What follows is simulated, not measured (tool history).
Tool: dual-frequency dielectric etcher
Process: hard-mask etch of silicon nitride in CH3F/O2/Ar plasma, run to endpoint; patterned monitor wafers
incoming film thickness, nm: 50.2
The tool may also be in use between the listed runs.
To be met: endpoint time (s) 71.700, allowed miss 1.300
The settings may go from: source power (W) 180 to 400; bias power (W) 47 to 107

| run | hour | source power (W) | bias power (W) | endpoint time (s) |
|---|---|---|---|---|
| 1 | 0.0 | 290 | 77 | 82.884 |
| 2 | 3.4 | 290 | 63 | 87.375 |
| 3 | 7.4 | 340 | 63 | 82.557 |
| 4 | 12.6 | 350 | 65 | 82.183 |
| 5 | 20.8 | 330 | 65 | 82.633 |
| 6 | 23.1 | 330 | 54 | 87.111 |
| 7 | 27.8 | 340 | 57 | 84.372 |
| 8 | 34.8 | 350 | 60 | 83.805 |
| 9 | 38.2 | 360 | 63 | 81.552 |
| 10 | 45.3 | 360 | 65 | 80.434 |
| 11 | 54.3 | 360 | 67 | 79.954 |
| 12 | 60.5 | 360 | 69 | 79.515 |

Which of these 5 next moves meets every target?
| A | 66.7 | 280 | 60 | ? |
| B | 66.7 | 270 | 70 | ? |
| C | 66.7 | 400 | 97 | ? |
| D | 66.7 | 400 | 83 | ? |
| E | 66.7 | 400 | 71 | ? |

| move | endpoint time (s) |
|---|---|
| A | 89.488 |
| B | 86.708 |
| C | 68.780 |
| D | 72.167 |
| E | 75.549 |
A: further off than the last run
B: further off than the last run
C: takes the result that was furthest off past its target
D: meets every target
E: nearer than the last run, and not there yet
Answer: D
